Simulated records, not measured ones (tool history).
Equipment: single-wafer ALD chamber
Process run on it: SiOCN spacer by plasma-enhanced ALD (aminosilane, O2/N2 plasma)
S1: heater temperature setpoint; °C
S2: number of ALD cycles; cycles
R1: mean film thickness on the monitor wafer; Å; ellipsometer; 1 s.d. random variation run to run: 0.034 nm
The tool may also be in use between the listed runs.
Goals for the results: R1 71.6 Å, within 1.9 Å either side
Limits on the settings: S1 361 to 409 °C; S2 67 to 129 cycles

Run 1, day 0: S1 385 °C, S2 98 cycles. Result: R1 58.66 Å.
Run 2, day 0.204: S1 390 °C, S2 98 cycles. Result: R1 58.923 Å.
Run 3, day 0.55: S1 390 °C, S2 88 cycles. Result: R1 52.622 Å.
Run 4, day 0.729: S1 385 °C, S2 88 cycles. Result: R1 52.676 Å.
Run 5, day 0.758: S1 385 °C, S2 92 cycles. Result: R1 55.023 Å.
Run 6, day 1.121: S1 385 °C, S2 95 cycles. Result: R1 57.051 Å.
Run 7, day 1.183: S1 385 °C, S2 98 cycles. Result: R1 59.295 Å.
Run 8, day 1.371: S1 385 °C, S2 100 cycles. Result: R1 60.134 Å.
At day 1.475: thermocouple changed; heater temperature recalibrated.
Run 9, day 1.475: S1 385 °C, S2 102 cycles. Result: R1 61.473 Å.

Of the 4 settings listed for the next run, only one would bring every result within its allowed miss of target. Which one?
Run A, day 1.579: S1 388 °C, S2 121 cycles. Result: R1 ?.
Run B, day 1.579: S1 381 °C, S2 86 cycles. Result: R1 ?.
Run C, day 1.579: S1 384 °C, S2 83 cycles. Result: R1 ?.
Run D, day 1.579: S1 386 °C, S2 109 cycles. Result: R1 ?.

move      R1
   A  72.224
   B  51.333
   C  49.542
   D  65.062
A: all results in spec
B: lands further from the targets than the last run did
C: lands further from the targets than the last run did
D: moves toward the targets from the last run without getting all of them in spec
A meets every target.

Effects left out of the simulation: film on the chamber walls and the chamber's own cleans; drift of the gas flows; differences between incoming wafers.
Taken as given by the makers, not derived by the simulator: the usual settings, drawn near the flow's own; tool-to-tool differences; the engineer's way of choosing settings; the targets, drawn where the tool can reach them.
